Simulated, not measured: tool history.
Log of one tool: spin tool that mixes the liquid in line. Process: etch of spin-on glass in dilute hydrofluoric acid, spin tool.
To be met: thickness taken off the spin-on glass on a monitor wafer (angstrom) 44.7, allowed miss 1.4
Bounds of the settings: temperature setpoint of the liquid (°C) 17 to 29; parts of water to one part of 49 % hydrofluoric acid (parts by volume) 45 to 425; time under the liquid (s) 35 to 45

run,hour,temperature setpoint of the liquid (°C),parts of water to one part of 49 % hydrofluoric acid (parts by volume),time under the liquid (s),thickness taken off the spin-on glass on a monitor wafer (angstrom)
1,0,21,235,45,72.304
2,8,20.5,245,45,66.035
3,10.8,20,250,45,63.796
4,14.1,18,250,45,59.839
5,20,18,255,45,57.857
6,21.7,18,260,45,57.671
7,28.3,18,265,45,54.849
8,35.6,18,270,45,54.796
9,37.9,18,275,45,52.994
10,41.4,18,280,45,52.1
11,49,18,285,45,51.613
12,58,18,285,45,50.089
13,59.4,17.5,295,45,47.281

Which of these 4 next moves meets every target?
A,60.8,17.5,335,45,?
B,60.8,17.5,280,40,?
C,60.8,19,290,45,?
D,60.8,17.5,270,40,?

move,thickness taken off the spin-on glass on a monitor wafer (angstrom)
A,41.118
B,45.795
C,52.173
D,47.903
A: takes the result that was furthest off past its target
B: meets every target
C: further off than the last run
D: further off than the last run
The right move is B.
